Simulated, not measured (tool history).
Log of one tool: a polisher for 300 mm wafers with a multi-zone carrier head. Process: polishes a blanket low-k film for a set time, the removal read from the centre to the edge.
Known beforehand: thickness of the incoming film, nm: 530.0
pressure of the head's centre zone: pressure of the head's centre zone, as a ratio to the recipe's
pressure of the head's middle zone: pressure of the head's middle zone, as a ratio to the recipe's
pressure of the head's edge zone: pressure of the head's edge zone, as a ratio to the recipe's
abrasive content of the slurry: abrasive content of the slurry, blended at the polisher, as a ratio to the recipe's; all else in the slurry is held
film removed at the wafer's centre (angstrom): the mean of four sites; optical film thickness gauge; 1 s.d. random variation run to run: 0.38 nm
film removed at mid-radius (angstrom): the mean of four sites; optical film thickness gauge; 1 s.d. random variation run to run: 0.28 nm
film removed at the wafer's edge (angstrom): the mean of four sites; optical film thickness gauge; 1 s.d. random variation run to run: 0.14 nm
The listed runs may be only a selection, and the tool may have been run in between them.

run  hour  flow of slurry (ml/min)  pressure of the head's centre zone  pressure of the head's middle zone  pressure of the head's edge zone  abrasive content of the slurry  polishing time (s)  film removed at the wafer's centre (angstrom)  film removed at mid-radius (angstrom)  film removed at the wafer's edge (angstrom)
  1   0.0                      310                                1.00                                1.00                              1.00                            1.00                  54                                         190.42                                 186.86                                       187.68
  2   4.5                      325                                1.04                                1.06                              1.02                            1.10                  54                                         208.14                                 205.72                                       201.27
  3   7.9                      340                                1.07                                1.10                              1.01                            1.20                  54                                         226.10                                 224.16                                       210.37
  4  14.2                      285                                1.07                                1.10                              1.01                            1.20                  54                                         218.75                                 218.76                                       204.55
  5  20.3                      285                                1.07                                1.05                              1.01                            1.20                  54                                         226.18                                 211.84                                       206.59
  6  26.8                      210                                1.07                                1.05                              1.01                            1.20                  54                                         208.68                                 203.92                                       200.28
  7  29.3                      265                                1.09                                1.10                              1.02                            1.25                  54                                         227.56                                 224.39                                       207.13

Predict the results of run 8:
  8  32.7                      305                                1.10                                1.13                              1.05                            1.25                  54                                              ?                                      ?                                            ?

film removed at the wafer's centre (angstrom): 230.71
film removed at mid-radius (angstrom): 233.74
film removed at the wafer's edge (angstrom): 214.46
